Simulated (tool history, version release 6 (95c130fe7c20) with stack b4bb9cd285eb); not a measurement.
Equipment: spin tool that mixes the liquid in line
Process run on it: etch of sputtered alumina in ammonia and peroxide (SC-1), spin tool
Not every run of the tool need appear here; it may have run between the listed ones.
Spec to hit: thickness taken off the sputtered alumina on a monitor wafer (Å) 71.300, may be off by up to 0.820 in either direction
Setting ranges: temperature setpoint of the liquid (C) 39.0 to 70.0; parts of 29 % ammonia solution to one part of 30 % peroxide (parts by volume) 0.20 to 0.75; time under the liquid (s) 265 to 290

| run | hour | temperature setpoint of the liquid (C) | parts of 29 % ammonia solution to one part of 30 % peroxide (parts by volume) | time under the liquid (s) | thickness taken off the sputtered alumina on a monitor wafer (Å) |
|---|---|---|---|---|---|
| 1 | 0.0 | 55.0 | 0.45 | 265 | 117.870 |
| 2 | 3.3 | 61.5 | 0.45 | 265 | 165.720 |
| 3 | 10.3 | 61.5 | 0.55 | 265 | 169.880 |
| 4 | 12.9 | 57.5 | 0.55 | 265 | 137.320 |
| 5 | 17.0 | 53.5 | 0.55 | 265 | 111.280 |
| 6 | 24.6 | 53.5 | 0.40 | 265 | 108.620 |
| 7 | 32.9 | 51.0 | 0.40 | 265 | 94.590 |
| 8 | 34.0 | 49.0 | 0.40 | 265 | 85.105 |
| 9 | 36.0 | 48.0 | 0.40 | 265 | 79.687 |
| 10 | 41.5 | 47.5 | 0.40 | 265 | 78.252 |
| 11 | 47.9 | 47.0 | 0.40 | 265 | 75.775 |
| 12 | 55.7 | 46.5 | 0.40 | 265 | 73.861 |

Pick the move, out of 4, that brings all results within their allowed miss; only one does.
| A | 63.5 | 46.5 | 0.40 | 270 | ? |
| B | 63.5 | 44.5 | 0.60 | 290 | ? |
| C | 63.5 | 44.5 | 0.35 | 290 | ? |
| D | 63.5 | 45.0 | 0.25 | 285 | ? |

| move | thickness taken off the sputtered alumina on a monitor wafer (Å) |
|---|---|
| A | 75.159 |
| B | 74.900 |
| C | 71.148 |
| D | 69.670 |
A: the biggest miss grows against the last run
B: the biggest miss grows against the last run
C: hits every target within its allowed miss
D: takes the biggest miss from the last run beyond its target
Go with C: it meets all targets.
